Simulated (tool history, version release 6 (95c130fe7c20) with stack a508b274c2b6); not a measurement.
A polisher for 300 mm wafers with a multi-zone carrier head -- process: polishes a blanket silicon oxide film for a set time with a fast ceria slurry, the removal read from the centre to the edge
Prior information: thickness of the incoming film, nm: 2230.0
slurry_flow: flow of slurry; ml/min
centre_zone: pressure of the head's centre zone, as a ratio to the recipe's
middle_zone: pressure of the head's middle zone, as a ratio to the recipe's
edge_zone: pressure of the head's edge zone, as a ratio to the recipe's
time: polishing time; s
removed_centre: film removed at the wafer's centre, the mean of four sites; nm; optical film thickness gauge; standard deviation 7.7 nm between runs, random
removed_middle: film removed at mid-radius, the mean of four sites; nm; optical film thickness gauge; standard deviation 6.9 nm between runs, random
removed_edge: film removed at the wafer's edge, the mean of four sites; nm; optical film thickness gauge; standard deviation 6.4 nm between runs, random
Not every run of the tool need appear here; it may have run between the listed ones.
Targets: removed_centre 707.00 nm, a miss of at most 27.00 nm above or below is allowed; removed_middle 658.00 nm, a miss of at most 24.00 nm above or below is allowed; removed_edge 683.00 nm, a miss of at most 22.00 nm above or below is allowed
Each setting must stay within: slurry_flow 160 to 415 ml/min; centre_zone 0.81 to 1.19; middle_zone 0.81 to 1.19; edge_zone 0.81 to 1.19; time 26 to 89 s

run	day	slurry_flow	centre_zone	middle_zone	edge_zone	time	removed_centre	removed_middle	removed_edge
1	0.000	265	1.00	1.00	1.00	57	758.74	760.10	738.33
2	0.204	265	1.00	1.00	0.93	57	743.95	777.48	718.46
3	0.558	265	0.93	1.00	0.93	57	705.05	759.47	722.73
4	0.767	265	0.93	1.00	0.87	57	696.52	754.81	706.18
5	0.908	260	0.94	0.97	0.86	57	706.81	746.78	700.10
6	1.125	255	0.94	0.94	0.86	57	700.60	730.49	696.31
7	1.350	255	0.94	0.94	0.86	57	691.34	734.15	692.58
8	1.650	260	0.96	0.91	0.89	56	718.29	698.01	690.24
9	1.838	255	0.96	0.90	0.89	56	706.49	689.67	684.41
10	2.196	255	0.96	0.89	0.89	56	697.48	696.95	693.74
11	2.504	255	0.97	0.88	0.89	56	704.97	679.97	700.38

Exercise: of the 5 proposed moves below, exactly one satisfies all targets within the stated allowed misses. Which move is it?
A	2.812	225	0.95	0.82	0.92	58	?	?	?
B	2.812	170	1.01	0.89	0.92	59	?	?	?
C	2.812	255	0.99	0.87	0.92	55	?	?	?
D	2.812	160	0.95	1.01	0.87	58	?	?	?
E	2.812	295	0.97	1.00	0.89	53	?	?	?

move	removed_centre	removed_middle	removed_edge
A	715.13	678.79	726.61
B	754.99	717.11	728.04
C	711.97	676.27	693.02
D	697.63	769.26	694.53
E	680.65	727.06	661.53
A: the worst result of the last run now meets its target, but another is out of spec
B: the biggest miss grows against the last run
C: hits every target within its allowed miss
D: the biggest miss grows against the last run
E: the biggest miss grows against the last run
The move that meets every target is C.

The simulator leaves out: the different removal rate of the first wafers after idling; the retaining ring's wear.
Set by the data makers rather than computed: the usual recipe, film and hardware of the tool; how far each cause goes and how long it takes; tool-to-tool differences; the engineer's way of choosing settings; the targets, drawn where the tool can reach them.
